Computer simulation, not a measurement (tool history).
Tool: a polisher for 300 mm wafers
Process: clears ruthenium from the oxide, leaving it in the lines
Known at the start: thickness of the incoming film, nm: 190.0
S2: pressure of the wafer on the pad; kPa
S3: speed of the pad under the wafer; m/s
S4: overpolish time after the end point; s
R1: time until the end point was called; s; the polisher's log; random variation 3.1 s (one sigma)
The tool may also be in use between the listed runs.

run 1 hour=0 | flow_of_slurry_(ml/min)=295 S2=17.2 S3=1.28 S4=18 | R1=109.97
run 2 hour=2.3 | flow_of_slurry_(ml/min)=365 S2=17.2 S3=1.28 S4=18 | R1=111.33
run 3 hour=5.4 | flow_of_slurry_(ml/min)=365 S2=20 S3=1.28 S4=18 | R1=97.839
run 4 hour=7.2 | flow_of_slurry_(ml/min)=410 S2=20 S3=1.28 S4=18 | R1=99.564
run 5 hour=15 | flow_of_slurry_(ml/min)=410 S2=19.3 S3=1.26 S4=18 | R1=100.29
run 6 hour=19.2 | flow_of_slurry_(ml/min)=410 S2=19.3 S3=1.46 S4=18 | R1=91.727

Run 7 comes next. What will it give?
run 7 hour=23.5 | flow_of_slurry_(ml/min)=405 S2=14.5 S3=1.3 S4=18 | R1=?

R1: 128.68 s
